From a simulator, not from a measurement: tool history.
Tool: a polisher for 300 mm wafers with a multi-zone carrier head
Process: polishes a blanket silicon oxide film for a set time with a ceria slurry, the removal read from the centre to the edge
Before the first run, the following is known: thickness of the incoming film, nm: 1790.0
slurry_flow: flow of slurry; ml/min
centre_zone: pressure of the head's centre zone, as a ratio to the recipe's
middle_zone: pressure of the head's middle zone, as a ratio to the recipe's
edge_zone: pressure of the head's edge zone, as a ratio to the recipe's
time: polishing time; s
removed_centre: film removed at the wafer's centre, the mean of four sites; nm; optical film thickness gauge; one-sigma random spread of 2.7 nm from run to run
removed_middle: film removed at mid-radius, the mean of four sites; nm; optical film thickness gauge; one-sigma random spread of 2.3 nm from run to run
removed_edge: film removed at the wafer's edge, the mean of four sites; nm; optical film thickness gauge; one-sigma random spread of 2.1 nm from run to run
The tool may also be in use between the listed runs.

| run | hour | slurry_flow | centre_zone | middle_zone | edge_zone | time | removed_centre | removed_middle | removed_edge |
|---|---|---|---|---|---|---|---|---|---|
| 1 | 0.0 | 245 | 1.00 | 1.00 | 1.00 | 75 | 242.52 | 243.26 | 240.82 |
| 2 | 7.3 | 245 | 1.00 | 1.00 | 0.95 | 75 | 242.81 | 244.70 | 239.81 |
| 3 | 9.8 | 265 | 1.01 | 1.05 | 0.95 | 75 | 249.47 | 259.00 | 239.29 |
| 4 | 11.5 | 265 | 1.01 | 1.05 | 0.95 | 85 | 280.89 | 293.92 | 268.62 |
| 5 | 15.2 | 265 | 1.01 | 1.05 | 0.87 | 85 | 277.33 | 292.81 | 256.93 |
| 6 | 21.5 | 315 | 1.01 | 1.05 | 0.87 | 85 | 288.95 | 299.72 | 265.10 |
| 7 | 24.4 | 295 | 1.00 | 1.05 | 0.85 | 85 | 282.19 | 294.71 | 261.34 |

Predict the results of run 8:
| 8 | 25.1 | 280 | 0.99 | 1.06 | 0.84 | 85 | ? | ? | ? |

{"run 8": {"removed_centre": 277.83, "removed_middle": 298.15, "removed_edge": 257.35}}
